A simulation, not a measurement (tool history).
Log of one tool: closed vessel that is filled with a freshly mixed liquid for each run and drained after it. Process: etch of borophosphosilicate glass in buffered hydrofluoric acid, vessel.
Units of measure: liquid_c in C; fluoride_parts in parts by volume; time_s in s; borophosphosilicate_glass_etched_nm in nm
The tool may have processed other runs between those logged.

run,hour,liquid_c,fluoride_parts,time_s,borophosphosilicate_glass_etched_nm
1,0,22,7.5,90,287.77
2,3.2,23,7.5,90,299.97
3,8.2,24,7.5,90,318.68
4,12.9,24,7.5,90,325.89
5,16.5,24,9,90,261.98
6,21.7,26.5,9,90,293.59
7,30,30,8.5,90,384.72

Run 8, settings as shown, results not yet in. Your forecast:
8,32.8,29.5,8.5,90,?

{"run 8": {"borophosphosilicate_glass_etched_nm": 376.67}}

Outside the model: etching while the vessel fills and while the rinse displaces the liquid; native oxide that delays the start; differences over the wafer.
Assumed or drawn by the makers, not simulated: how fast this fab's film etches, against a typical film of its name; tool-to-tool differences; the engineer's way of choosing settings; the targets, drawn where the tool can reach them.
